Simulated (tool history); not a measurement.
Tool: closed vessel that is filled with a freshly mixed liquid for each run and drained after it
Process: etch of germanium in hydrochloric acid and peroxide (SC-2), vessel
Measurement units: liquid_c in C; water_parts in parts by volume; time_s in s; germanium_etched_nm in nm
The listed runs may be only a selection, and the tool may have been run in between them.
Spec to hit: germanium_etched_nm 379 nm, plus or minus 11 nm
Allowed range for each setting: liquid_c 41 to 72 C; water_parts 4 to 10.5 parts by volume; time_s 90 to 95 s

Run 1, hour 0: liquid_c 57 C, water_parts 5.5 parts by volume, time_s 90 s. Result: germanium_etched_nm 257.64 nm.
Run 2, hour 7: liquid_c 57 C, water_parts 4 parts by volume, time_s 90 s. Result: germanium_etched_nm 260.59 nm.
Run 3, hour 10: liquid_c 51.5 C, water_parts 4 parts by volume, time_s 90 s. Result: germanium_etched_nm 222.01 nm.
Run 4, hour 13.2: liquid_c 53.5 C, water_parts 4 parts by volume, time_s 90 s. Result: germanium_etched_nm 233.86 nm.
Run 5, hour 19.1: liquid_c 53.5 C, water_parts 4 parts by volume, time_s 90 s. Result: germanium_etched_nm 235.29 nm.
Run 6, hour 25.3: liquid_c 55.5 C, water_parts 4 parts by volume, time_s 90 s. Result: germanium_etched_nm 250.56 nm.
Run 7, hour 33.9: liquid_c 57 C, water_parts 4 parts by volume, time_s 90 s. Result: germanium_etched_nm 258.71 nm.
Run 8, hour 41.6: liquid_c 65 C, water_parts 4 parts by volume, time_s 90 s. Result: germanium_etched_nm 331.31 nm.
Run 9, hour 44.4: liquid_c 65.5 C, water_parts 4 parts by volume, time_s 90 s. Result: germanium_etched_nm 339.98 nm.
Run 10, hour 51.9: liquid_c 66 C, water_parts 4 parts by volume, time_s 90 s. Result: germanium_etched_nm 341.73 nm.
Run 11, hour 59.1: liquid_c 66.5 C, water_parts 4 parts by volume, time_s 90 s. Result: germanium_etched_nm 346.29 nm.

Which of these 4 next moves meets every target?
Run A, hour 66.3: liquid_c 65 C, water_parts 6.5 parts by volume, time_s 95 s. Result: germanium_etched_nm ?.
Run B, hour 66.3: liquid_c 61.5 C, water_parts 5.5 parts by volume, time_s 90 s. Result: germanium_etched_nm ?.
Run C, hour 66.3: liquid_c 65 C, water_parts 4 parts by volume, time_s 95 s. Result: germanium_etched_nm ?.
Run D, hour 66.3: liquid_c 70.5 C, water_parts 6.5 parts by volume, time_s 90 s. Result: germanium_etched_nm ?.

move  germanium_etched_nm
   A               340.63
   B               293.71
   C               347.09
   D               377.36
A: the biggest miss grows against the last run
B: the biggest miss grows against the last run
C: just as far off the targets as the last run
D: all results in spec
The move that meets every target is D.

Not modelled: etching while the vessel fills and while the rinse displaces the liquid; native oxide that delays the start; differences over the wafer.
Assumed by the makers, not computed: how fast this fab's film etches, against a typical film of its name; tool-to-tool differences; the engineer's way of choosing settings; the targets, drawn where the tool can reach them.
